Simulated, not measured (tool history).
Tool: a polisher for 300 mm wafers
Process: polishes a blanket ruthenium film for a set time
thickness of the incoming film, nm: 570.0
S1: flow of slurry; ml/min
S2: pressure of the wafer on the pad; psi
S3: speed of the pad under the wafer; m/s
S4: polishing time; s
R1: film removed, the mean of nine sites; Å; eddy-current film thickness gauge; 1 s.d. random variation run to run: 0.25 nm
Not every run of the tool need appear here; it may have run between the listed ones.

run,day,S1,S2,S3,S4,R1
1,0.000,270,1.6,0.84,50,385.89
2,0.150,270,1.6,0.84,50,379.61
3,0.442,270,1.4,0.80,50,320.67
4,0.608,270,1.3,0.78,50,292.91
5,0.633,270,1.3,0.78,53,319.64
6,0.862,270,1.2,0.74,53,281.05
7,1.175,270,1.1,0.72,53,242.95
8,1.342,270,1.0,0.72,53,232.48
9,1.700,270,0.9,0.70,53,206.34

Expected results for the next run?
10,1.962,270,0.9,0.70,53,?

{"run 10": {"R1": 209.41}}
